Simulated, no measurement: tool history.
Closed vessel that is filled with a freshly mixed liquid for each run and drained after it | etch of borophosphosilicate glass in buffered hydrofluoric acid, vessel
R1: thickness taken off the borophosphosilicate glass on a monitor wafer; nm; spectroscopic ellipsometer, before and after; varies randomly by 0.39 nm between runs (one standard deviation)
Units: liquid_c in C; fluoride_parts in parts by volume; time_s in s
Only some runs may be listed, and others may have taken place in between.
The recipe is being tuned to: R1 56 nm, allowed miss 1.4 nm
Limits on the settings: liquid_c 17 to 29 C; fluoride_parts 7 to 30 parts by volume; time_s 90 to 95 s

run 1 hour=0 | liquid_c=21 fluoride_parts=19 time_s=90 | R1=54.072
run 2 hour=2.9 | liquid_c=21 fluoride_parts=13.5 time_s=90 | R1=75.06
run 3 hour=7 | liquid_c=21 fluoride_parts=9.5 time_s=90 | R1=104.34
run 4 hour=12.8 | liquid_c=21 fluoride_parts=9.5 time_s=95 | R1=110.1
run 5 hour=14.9 | liquid_c=19 fluoride_parts=9.5 time_s=95 | R1=97.971
run 6 hour=16.4 | liquid_c=18.5 fluoride_parts=11.5 time_s=95 | R1=80.102
-- hour=22.3 thermometer replaced
run 7 hour=22.3 | liquid_c=18 fluoride_parts=12.5 time_s=95 | R1=67.046
run 8 hour=27.1 | liquid_c=17.5 fluoride_parts=13 time_s=95 | R1=62.837
run 9 hour=30.6 | liquid_c=17.5 fluoride_parts=13.5 time_s=95 | R1=60.814

Next run, 4 choices. One meets every target within its allowed miss, the rest don't. Which?
run A hour=34.1 | liquid_c=17 fluoride_parts=14 time_s=90 | R1=?
run B hour=34.1 | liquid_c=17 fluoride_parts=13.5 time_s=90 | R1=?
run C hour=34.1 | liquid_c=19.5 fluoride_parts=15 time_s=90 | R1=?
run D hour=34.1 | liquid_c=18 fluoride_parts=14 time_s=95 | R1=?

move=A R1=53.802
move=B R1=55.771
move=C R1=57.808
move=D R1=60.078
A: moves the result that the last run missed by most past its target, out the other side
B: each result inside its tolerance
C: moves toward the targets from the last run without getting all of them in spec
D: moves toward the targets from the last run without getting all of them in spec
Answer: B

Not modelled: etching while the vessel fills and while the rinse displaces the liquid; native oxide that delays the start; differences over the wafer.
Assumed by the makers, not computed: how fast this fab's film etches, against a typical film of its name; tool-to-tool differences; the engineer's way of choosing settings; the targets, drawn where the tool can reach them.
